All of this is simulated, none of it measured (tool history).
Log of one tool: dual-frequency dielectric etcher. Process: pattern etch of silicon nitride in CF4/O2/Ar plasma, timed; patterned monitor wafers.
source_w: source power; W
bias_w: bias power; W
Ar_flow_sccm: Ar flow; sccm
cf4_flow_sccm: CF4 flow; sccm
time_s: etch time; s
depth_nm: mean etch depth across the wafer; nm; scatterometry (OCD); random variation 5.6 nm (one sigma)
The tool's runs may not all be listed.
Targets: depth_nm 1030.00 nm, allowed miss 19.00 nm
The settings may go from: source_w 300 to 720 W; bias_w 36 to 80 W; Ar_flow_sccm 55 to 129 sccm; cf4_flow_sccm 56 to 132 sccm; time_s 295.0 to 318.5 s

{"run": 1, "day": 0.0, "source_w": 510, "bias_w": 58, "Ar_flow_sccm": 92, "cf4_flow_sccm": 94, "time_s": 318.5, "depth_nm": 708.75}
{"run": 2, "day": 0.283, "source_w": 550, "bias_w": 59, "Ar_flow_sccm": 92, "cf4_flow_sccm": 94, "time_s": 318.5, "depth_nm": 768.42}
{"run": 3, "day": 0.458, "source_w": 550, "bias_w": 59, "Ar_flow_sccm": 92, "cf4_flow_sccm": 88, "time_s": 318.5, "depth_nm": 766.77}
{"run": 4, "day": 0.775, "source_w": 500, "bias_w": 59, "Ar_flow_sccm": 92, "cf4_flow_sccm": 88, "time_s": 318.5, "depth_nm": 692.56}
{"run": 5, "day": 1.025, "source_w": 500, "bias_w": 59, "Ar_flow_sccm": 76, "cf4_flow_sccm": 88, "time_s": 318.5, "depth_nm": 711.85}
{"run": 6, "day": 1.242, "source_w": 540, "bias_w": 59, "Ar_flow_sccm": 76, "cf4_flow_sccm": 88, "time_s": 318.5, "depth_nm": 770.08}
{"run": 7, "day": 1.592, "source_w": 570, "bias_w": 59, "Ar_flow_sccm": 76, "cf4_flow_sccm": 88, "time_s": 318.5, "depth_nm": 810.78}
{"run": 8, "day": 1.829, "source_w": 670, "bias_w": 60, "Ar_flow_sccm": 76, "cf4_flow_sccm": 88, "time_s": 318.5, "depth_nm": 976.78}
{"run": 9, "day": 2.054, "source_w": 680, "bias_w": 60, "Ar_flow_sccm": 76, "cf4_flow_sccm": 88, "time_s": 318.5, "depth_nm": 981.49}
{"run": 10, "day": 2.158, "source_w": 690, "bias_w": 60, "Ar_flow_sccm": 76, "cf4_flow_sccm": 88, "time_s": 318.5, "depth_nm": 1001.6}

5 next moves are on the table. One of them brings every result within its allowed miss. Which?
{"run": "A", "day": 2.262, "source_w": 680, "bias_w": 62, "Ar_flow_sccm": 75, "cf4_flow_sccm": 102, "time_s": 302.0, "depth_nm": "?"}
{"run": "B", "day": 2.262, "source_w": 680, "bias_w": 67, "Ar_flow_sccm": 75, "cf4_flow_sccm": 85, "time_s": 306.0, "depth_nm": "?"}
{"run": "C", "day": 2.262, "source_w": 720, "bias_w": 54, "Ar_flow_sccm": 69, "cf4_flow_sccm": 86, "time_s": 310.5, "depth_nm": "?"}
{"run": "D", "day": 2.262, "source_w": 710, "bias_w": 60, "Ar_flow_sccm": 61, "cf4_flow_sccm": 75, "time_s": 303.0, "depth_nm": "?"}
{"run": "E", "day": 2.262, "source_w": 710, "bias_w": 64, "Ar_flow_sccm": 81, "cf4_flow_sccm": 87, "time_s": 315.5, "depth_nm": "?"}

move=A depth_nm=966.17
move=B depth_nm=988.02
move=C depth_nm=986.65
move=D depth_nm=989.33
move=E depth_nm=1036.00
A: further off than the last run
B: further off than the last run
C: further off than the last run
D: further off than the last run
E: meets every target
Answer: E

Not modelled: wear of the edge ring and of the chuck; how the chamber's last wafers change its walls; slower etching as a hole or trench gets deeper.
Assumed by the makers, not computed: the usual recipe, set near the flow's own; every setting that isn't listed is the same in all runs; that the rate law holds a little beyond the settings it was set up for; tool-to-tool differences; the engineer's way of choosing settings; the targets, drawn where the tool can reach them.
